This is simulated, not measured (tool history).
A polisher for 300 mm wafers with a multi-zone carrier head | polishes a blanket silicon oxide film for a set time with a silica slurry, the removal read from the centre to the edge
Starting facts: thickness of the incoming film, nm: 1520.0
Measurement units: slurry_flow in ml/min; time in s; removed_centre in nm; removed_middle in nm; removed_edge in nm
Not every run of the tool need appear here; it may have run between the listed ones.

run	day	slurry_flow	centre_zone	middle_zone	edge_zone	slurry_solids	time	removed_centre	removed_middle	removed_edge
1	0.000	140	1.00	1.00	1.00	1.00	62	219.84	231.03	228.83
2	0.325	145	1.01	1.02	1.02	1.05	62	230.05	241.74	235.39
3	0.650	145	0.96	1.02	1.02	1.05	62	214.94	235.10	236.74
4	0.700	150	0.97	1.04	1.04	1.10	62	226.51	249.63	240.83
5	0.917	155	0.97	1.04	1.05	1.15	62	227.58	250.45	250.52
6	1.121	160	0.98	1.06	1.06	1.20	62	237.52	266.88	253.21
7	1.450	165	0.99	1.06	1.07	1.25	62	241.60	268.63	260.46

The next listed run, before its measurement:
8	1.721	170	1.00	1.07	1.08	1.30	62	?	?	?

removed_centre: 247.58 nm
removed_middle: 275.05 nm
removed_edge: 263.19 nm
